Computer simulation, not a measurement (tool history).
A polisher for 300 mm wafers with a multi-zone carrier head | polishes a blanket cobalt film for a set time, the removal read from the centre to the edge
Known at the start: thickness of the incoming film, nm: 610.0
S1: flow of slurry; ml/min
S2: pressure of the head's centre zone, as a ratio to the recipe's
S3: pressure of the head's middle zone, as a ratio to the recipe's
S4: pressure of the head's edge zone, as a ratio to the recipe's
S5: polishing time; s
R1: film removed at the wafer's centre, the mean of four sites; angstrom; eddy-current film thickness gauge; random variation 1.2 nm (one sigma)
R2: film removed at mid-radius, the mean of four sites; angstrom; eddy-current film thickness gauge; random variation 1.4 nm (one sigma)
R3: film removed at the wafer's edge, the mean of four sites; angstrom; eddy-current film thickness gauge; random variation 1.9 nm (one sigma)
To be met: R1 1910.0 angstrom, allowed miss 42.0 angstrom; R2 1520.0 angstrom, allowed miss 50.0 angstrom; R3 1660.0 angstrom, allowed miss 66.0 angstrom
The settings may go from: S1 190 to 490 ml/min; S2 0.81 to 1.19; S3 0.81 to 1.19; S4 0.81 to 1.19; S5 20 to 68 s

run,day,S1,S2,S3,S4,S5,R1,R2,R3
1,0.000,315,1.00,1.00,1.00,44,1633.8,1651.1,1629.7
2,0.096,335,1.04,0.97,1.00,44,1702.3,1616.6,1618.0
3,0.388,345,1.07,0.94,1.02,44,1746.6,1558.3,1664.5
4,0.696,345,1.07,0.94,1.02,53,2118.3,1893.5,2024.4
5,0.971,345,1.07,0.88,1.02,53,2104.9,1762.3,2047.5
6,1.225,340,1.07,0.87,0.96,51,2027.2,1712.7,1904.5
7,1.433,340,1.07,0.87,0.96,51,2031.9,1687.5,1883.3
8,1.679,330,1.06,0.85,0.92,50,1965.3,1610.9,1803.2
9,1.896,320,1.06,0.84,0.89,50,1965.6,1633.2,1780.5
10,2.192,320,1.07,0.83,0.88,49,1932.0,1579.8,1737.1
11,2.442,320,1.08,0.82,0.87,49,1951.2,1540.7,1732.5

4 next moves are on the table. One of them brings every result within its allowed miss. Which?
A,2.692,325,1.14,0.81,0.86,48,?,?,?
B,2.692,235,1.14,0.81,0.94,50,?,?,?
C,2.692,370,1.07,0.82,0.83,48,?,?,?
D,2.692,250,1.00,0.81,0.89,51,?,?,?

move,R1,R2,R3
A,2002.3,1488.3,1644.5
B,1998.1,1491.4,1733.0
C,1910.4,1521.4,1633.1
D,1817.8,1535.5,1734.8
A: brings the result that was furthest off to its target, and leaves another outside
B: further off than the last run
C: meets every target
D: further off than the last run
Move C is the one to make.
